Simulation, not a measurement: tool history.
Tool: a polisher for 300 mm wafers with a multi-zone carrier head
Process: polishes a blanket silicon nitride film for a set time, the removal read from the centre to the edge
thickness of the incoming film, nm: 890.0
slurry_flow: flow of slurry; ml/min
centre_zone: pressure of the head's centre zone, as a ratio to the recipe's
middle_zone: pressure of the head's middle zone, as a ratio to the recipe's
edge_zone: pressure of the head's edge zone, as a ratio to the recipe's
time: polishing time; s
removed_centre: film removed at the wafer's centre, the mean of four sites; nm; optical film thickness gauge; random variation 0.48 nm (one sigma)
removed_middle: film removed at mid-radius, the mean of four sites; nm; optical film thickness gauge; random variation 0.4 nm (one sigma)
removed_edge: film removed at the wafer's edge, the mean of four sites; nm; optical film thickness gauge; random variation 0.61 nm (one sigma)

Run 1, day 0: slurry_flow 230 ml/min, centre_zone 1, middle_zone 1, edge_zone 1, time 47 s. Result: removed_centre 63.907 nm, removed_middle 64.309 nm, removed_edge 65.427 nm.
Run 2, day 0.358: slurry_flow 230 ml/min, centre_zone 1.01, middle_zone 0.98, edge_zone 0.97, time 45 s. Result: removed_centre 62.231 nm, removed_middle 60.778 nm, removed_edge 61.646 nm.
Run 3, day 0.567: slurry_flow 195 ml/min, centre_zone 1.01, middle_zone 0.98, edge_zone 0.97, time 45 s. Result: removed_centre 58.489 nm, removed_middle 58.174 nm, removed_edge 60.312 nm.
Run 4, day 0.846: slurry_flow 195 ml/min, centre_zone 1.01, middle_zone 0.92, edge_zone 0.97, time 45 s. Result: removed_centre 59.873 nm, removed_middle 56.34 nm, removed_edge 59.119 nm.
Run 5, day 0.875: slurry_flow 190 ml/min, centre_zone 1.01, middle_zone 0.9, edge_zone 0.94, time 44 s. Result: removed_centre 57.947 nm, removed_middle 53.338 nm, removed_edge 58.63 nm.
Run 6, day 1.229: slurry_flow 190 ml/min, centre_zone 1.03, middle_zone 0.92, edge_zone 0.94, time 42 s. Result: removed_centre 56.522 nm, removed_middle 52.059 nm, removed_edge 55.795 nm.
At day 1.421: slurry nozzle cleaned.
Run 7, day 1.421: slurry_flow 190 ml/min, centre_zone 1.04, middle_zone 0.93, edge_zone 0.92, time 41 s. Result: removed_centre 58.535 nm, removed_middle 53.159 nm, removed_edge 54.924 nm.
Run 8, day 1.496: slurry_flow 185 ml/min, centre_zone 1.04, middle_zone 0.92, edge_zone 0.91, time 40 s. Result: removed_centre 57.22 nm, removed_middle 51.878 nm, removed_edge 52.764 nm.

Run 9 comes next. What will it give?
Run 9, day 1.633: slurry_flow 180 ml/min, centre_zone 1.04, middle_zone 0.91, edge_zone 0.9, time 40 s. Result: removed_centre ?, removed_middle ?, removed_edge ?.

{"run 9": {"removed_centre": 56.79, "removed_middle": 50.589, "removed_edge": 53.354}}
